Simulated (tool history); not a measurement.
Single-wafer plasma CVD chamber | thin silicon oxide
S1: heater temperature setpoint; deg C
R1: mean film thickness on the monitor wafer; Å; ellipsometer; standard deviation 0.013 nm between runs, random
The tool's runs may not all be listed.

Run 1, hour 0: S1 420 deg C, chamber pressure (mTorr) 661, RF power (W) 300, deposition time (s) 3.63. Result: R1 47.925 Å.
Run 2, hour 7.5: S1 420 deg C, chamber pressure (mTorr) 677, RF power (W) 300, deposition time (s) 3.63. Result: R1 48.895 Å.
Run 3, hour 11.6: S1 420 deg C, chamber pressure (mTorr) 690, RF power (W) 300, deposition time (s) 3.63. Result: R1 49.809 Å.
Run 4, hour 17.2: S1 420 deg C, chamber pressure (mTorr) 584, RF power (W) 300, deposition time (s) 3.63. Result: R1 42.492 Å.
Run 5, hour 19.1: S1 420 deg C, chamber pressure (mTorr) 621, RF power (W) 300, deposition time (s) 3.63. Result: R1 44.99 Å.
Run 6, hour 22.5: S1 420 deg C, chamber pressure (mTorr) 668, RF power (W) 300, deposition time (s) 3.63. Result: R1 48.154 Å.
Run 7, hour 28.5: S1 420 deg C, chamber pressure (mTorr) 684, RF power (W) 300, deposition time (s) 3.63. Result: R1 49.209 Å.
Run 8, hour 37: S1 420 deg C, chamber pressure (mTorr) 697, RF power (W) 300, deposition time (s) 3.63. Result: R1 50.248 Å.

Expected results for the next run?
Run 9, hour 39.2: S1 420 deg C, chamber pressure (mTorr) 706, RF power (W) 300, deposition time (s) 3.63. Result: R1 ?.

R1: 50.796 Å
